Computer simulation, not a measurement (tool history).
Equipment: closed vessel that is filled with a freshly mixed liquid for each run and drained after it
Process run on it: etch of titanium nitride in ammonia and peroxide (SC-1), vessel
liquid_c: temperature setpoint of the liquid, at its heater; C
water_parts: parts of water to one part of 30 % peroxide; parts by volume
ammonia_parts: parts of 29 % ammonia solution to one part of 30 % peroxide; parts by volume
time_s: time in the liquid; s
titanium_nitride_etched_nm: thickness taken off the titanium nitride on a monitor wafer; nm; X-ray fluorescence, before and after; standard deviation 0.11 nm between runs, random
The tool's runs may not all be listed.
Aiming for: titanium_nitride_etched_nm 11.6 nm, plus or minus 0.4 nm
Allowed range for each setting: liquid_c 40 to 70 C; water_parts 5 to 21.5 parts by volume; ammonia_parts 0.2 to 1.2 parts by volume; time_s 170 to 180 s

{"run": 1, "day": 0.0, "liquid_c": 56, "water_parts": 12, "ammonia_parts": 0.7, "time_s": 170, "titanium_nitride_etched_nm": 15.613}
{"run": 2, "day": 0.325, "liquid_c": 56, "water_parts": 12, "ammonia_parts": 0.5, "time_s": 170, "titanium_nitride_etched_nm": 14.498}
{"run": 3, "day": 0.346, "liquid_c": 56, "water_parts": 16, "ammonia_parts": 0.5, "time_s": 170, "titanium_nitride_etched_nm": 12.418}
{"run": 4, "day": 0.379, "liquid_c": 60, "water_parts": 16, "ammonia_parts": 0.5, "time_s": 170, "titanium_nitride_etched_nm": 16.273}
{"run": 5, "day": 0.538, "liquid_c": 53, "water_parts": 16, "ammonia_parts": 0.5, "time_s": 170, "titanium_nitride_etched_nm": 10.204}
{"run": 6, "day": 0.804, "liquid_c": 48.5, "water_parts": 16, "ammonia_parts": 0.5, "time_s": 170, "titanium_nitride_etched_nm": 7.4758}
{"run": 7, "day": 1.104, "liquid_c": 49.5, "water_parts": 16, "ammonia_parts": 0.5, "time_s": 170, "titanium_nitride_etched_nm": 8.1305}
{"run": 8, "day": 1.162, "liquid_c": 50, "water_parts": 16, "ammonia_parts": 0.5, "time_s": 170, "titanium_nitride_etched_nm": 8.1765}
{"run": 9, "day": 1.371, "liquid_c": 50, "water_parts": 16, "ammonia_parts": 0.5, "time_s": 170, "titanium_nitride_etched_nm": 8.109}
{"run": 10, "day": 1.688, "liquid_c": 50.5, "water_parts": 16, "ammonia_parts": 0.5, "time_s": 170, "titanium_nitride_etched_nm": 8.5934}
{"day": 1.788, "done": "new drum of ammonia solution connected"}
{"run": 11, "day": 1.788, "liquid_c": 51, "water_parts": 16, "ammonia_parts": 0.5, "time_s": 170, "titanium_nitride_etched_nm": 8.978}
{"run": 12, "day": 2.021, "liquid_c": 51.5, "water_parts": 16, "ammonia_parts": 0.5, "time_s": 170, "titanium_nitride_etched_nm": 9.3308}
{"run": 13, "day": 2.392, "liquid_c": 52, "water_parts": 16, "ammonia_parts": 0.5, "time_s": 170, "titanium_nitride_etched_nm": 9.6053}
{"run": 14, "day": 2.733, "liquid_c": 52.5, "water_parts": 16, "ammonia_parts": 0.5, "time_s": 170, "titanium_nitride_etched_nm": 10.155}

Next run, 5 choices. One meets every target within its allowed miss, the rest don't. Which?
{"run": "A", "day": 3.075, "liquid_c": 53, "water_parts": 18.5, "ammonia_parts": 0.65, "time_s": 180, "titanium_nitride_etched_nm": "?"}
{"run": "B", "day": 3.075, "liquid_c": 54, "water_parts": 16, "ammonia_parts": 0.5, "time_s": 180, "titanium_nitride_etched_nm": "?"}
{"run": "C", "day": 3.075, "liquid_c": 53, "water_parts": 13, "ammonia_parts": 0.6, "time_s": 180, "titanium_nitride_etched_nm": "?"}
{"run": "D", "day": 3.075, "liquid_c": 59.5, "water_parts": 17.5, "ammonia_parts": 0.2, "time_s": 170, "titanium_nitride_etched_nm": "?"}
{"run": "E", "day": 3.075, "liquid_c": 55, "water_parts": 15, "ammonia_parts": 0.45, "time_s": 180, "titanium_nitride_etched_nm": "?"}

move=A titanium_nitride_etched_nm=10.643
move=B titanium_nitride_etched_nm=11.766
move=C titanium_nitride_etched_nm=12.708
move=D titanium_nitride_etched_nm=12.842
move=E titanium_nitride_etched_nm=12.795
A: nearer the targets than the last run, but a result is still out of spec
B: every result within its allowed miss
C: takes the biggest miss from the last run beyond its target
D: takes the biggest miss from the last run beyond its target
E: takes the biggest miss from the last run beyond its target
B meets every target.
